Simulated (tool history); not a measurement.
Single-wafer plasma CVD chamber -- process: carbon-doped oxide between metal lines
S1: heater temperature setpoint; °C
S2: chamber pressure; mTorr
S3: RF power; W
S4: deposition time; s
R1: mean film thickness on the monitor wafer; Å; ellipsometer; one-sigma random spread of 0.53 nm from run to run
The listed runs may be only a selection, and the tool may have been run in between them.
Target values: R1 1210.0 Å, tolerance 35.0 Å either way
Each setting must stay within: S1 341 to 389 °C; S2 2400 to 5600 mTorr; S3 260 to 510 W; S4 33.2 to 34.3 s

run	hour	S1	S2	S3	S4	R1
1	0.0	365	4000	385	33.2	1365.1
2	8.3	365	4000	430	33.2	1475.2
3	13.8	366	3890	405	33.2	1402.9
4	21.6	366	3890	405	34.3	1458.6
5	28.3	366	3400	405	34.3	1441.6
6	35.6	366	3400	460	34.3	1559.6
7	42.4	373	3020	400	33.2	1337.2
8	45.5	374	2960	385	33.2	1301.0
9	50.0	375	2920	375	33.2	1272.1
10	52.4	375	2880	370	33.2	1266.1

5 candidate next runs follow, results not yet known. Just one meets every target within its allowed miss. Identify it.
A	54.8	380	3480	375	33.7	?
B	54.8	380	2960	365	34.3	?
C	54.8	384	3110	390	33.2	?
D	54.8	364	3510	360	34.3	?
E	54.8	373	3340	315	34.3	?

move	R1
A	1297.0
B	1278.5
C	1286.9
D	1339.4
E	1194.4
A: its largest miss is bigger than the last run's
B: its largest miss is bigger than the last run's
C: its largest miss is bigger than the last run's
D: its largest miss is bigger than the last run's
E: every result lands within tolerance
Correct choice: E, which meets every target
